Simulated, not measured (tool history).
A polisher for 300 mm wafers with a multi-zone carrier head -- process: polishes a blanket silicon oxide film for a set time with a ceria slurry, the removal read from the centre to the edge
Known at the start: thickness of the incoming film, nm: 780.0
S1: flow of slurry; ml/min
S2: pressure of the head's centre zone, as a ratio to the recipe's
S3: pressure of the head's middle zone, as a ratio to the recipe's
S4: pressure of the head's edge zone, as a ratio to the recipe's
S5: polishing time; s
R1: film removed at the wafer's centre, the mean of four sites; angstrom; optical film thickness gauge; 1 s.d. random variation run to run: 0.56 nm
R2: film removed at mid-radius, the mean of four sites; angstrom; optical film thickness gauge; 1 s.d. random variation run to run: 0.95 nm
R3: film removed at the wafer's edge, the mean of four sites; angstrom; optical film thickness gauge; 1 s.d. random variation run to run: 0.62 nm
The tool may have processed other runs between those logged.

| run | hour | S1 | S2 | S3 | S4 | S5 | R1 | R2 | R3 |
|---|---|---|---|---|---|---|---|---|---|
| 1 | 0.0 | 135 | 1.00 | 1.00 | 1.00 | 44 | 1460.50 | 1463.20 | 1480.40 |
| 2 | 8.7 | 130 | 0.99 | 0.98 | 0.98 | 41 | 1331.10 | 1325.50 | 1355.80 |
| 3 | 14.0 | 130 | 0.99 | 0.98 | 0.98 | 46 | 1483.10 | 1516.70 | 1534.10 |
| 4 | 17.7 | 130 | 0.99 | 0.98 | 0.98 | 37 | 1196.20 | 1247.30 | 1222.00 |
| 5 | 20.4 | 125 | 1.00 | 0.95 | 0.98 | 35 | 1124.60 | 1126.30 | 1164.90 |
| 6 | 22.1 | 125 | 1.00 | 0.93 | 0.96 | 34 | 1114.90 | 1076.80 | 1100.90 |
| 7 | 24.7 | 125 | 1.00 | 0.93 | 0.96 | 34 | 1090.10 | 1073.70 | 1126.00 |
| 8 | 26.3 | 125 | 1.00 | 0.92 | 0.94 | 33 | 1070.60 | 1029.00 | 1076.80 |
| 9 | 34.1 | 120 | 1.00 | 0.91 | 0.92 | 32 | 1035.70 | 1010.30 | 1028.10 |
| 10 | 38.2 | 115 | 1.00 | 0.89 | 0.91 | 32 | 1026.80 | 961.56 | 1029.10 |
| 11 | 39.2 | 115 | 1.00 | 0.88 | 0.90 | 31 | 991.27 | 913.10 | 1001.10 |
| 12 | 40.5 | 115 | 1.00 | 0.88 | 0.90 | 31 | 991.59 | 920.44 | 1004.40 |
| 13 | 45.0 | 85 | 0.99 | 0.85 | 0.81 | 29 | 860.93 | 779.88 | 872.80 |
| 14 | 53.7 | 90 | 0.99 | 0.85 | 0.81 | 29 | 864.73 | 811.51 | 871.54 |

Run 15 has not been measured yet. What should we expect?
| 15 | 57.9 | 95 | 0.99 | 0.85 | 0.81 | 29 | ? | ? | ? |

R1: 869.95 angstrom
R2: 808.40 angstrom
R3: 880.65 angstrom
